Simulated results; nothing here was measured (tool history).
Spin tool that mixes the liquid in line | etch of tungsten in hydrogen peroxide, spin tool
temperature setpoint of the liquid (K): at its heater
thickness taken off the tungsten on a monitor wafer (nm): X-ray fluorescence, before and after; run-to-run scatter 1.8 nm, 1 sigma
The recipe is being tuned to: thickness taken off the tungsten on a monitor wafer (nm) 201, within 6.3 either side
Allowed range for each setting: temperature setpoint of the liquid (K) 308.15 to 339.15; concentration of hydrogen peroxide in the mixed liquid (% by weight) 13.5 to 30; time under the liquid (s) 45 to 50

| run | hour | temperature setpoint of the liquid (K) | concentration of hydrogen peroxide in the mixed liquid (% by weight) | time under the liquid (s) | thickness taken off the tungsten on a monitor wafer (nm) |
|---|---|---|---|---|---|
| 1 | 0 | 324.15 | 25.5 | 45 | 100.54 |
| 2 | 5.3 | 328.15 | 25.5 | 45 | 126.68 |
| 3 | 8.6 | 331.15 | 25.5 | 45 | 153.36 |
| 4 | 11.1 | 331.15 | 27.5 | 45 | 159.09 |
| 5 | 16.9 | 338.15 | 27.5 | 45 | 239.53 |
| 6 | 25.7 | 338.15 | 25 | 45 | 222.98 |
| 7 | 30.3 | 337.65 | 25 | 45 | 215.2 |
| 8 | 36 | 337.15 | 25 | 45 | 213.88 |

Below are 4 possible settings for the next run. Only one of them brings all results inside the allowed miss of their targets. Which is it?
| A | 41.7 | 336.15 | 29.5 | 45 | ? |
| B | 41.7 | 337.15 | 25.5 | 45 | ? |
| C | 41.7 | 333.65 | 26.5 | 50 | ? |
| D | 41.7 | 335.15 | 27 | 50 | ? |

| move | thickness taken off the tungsten on a monitor wafer (nm) |
|---|---|
| A | 219.03 |
| B | 215.32 |
| C | 200.37 |
| D | 220.14 |
A: its largest miss is bigger than the last run's
B: its largest miss is bigger than the last run's
C: meets every target
D: its largest miss is bigger than the last run's
C is the move that brings every result within its allowed miss.
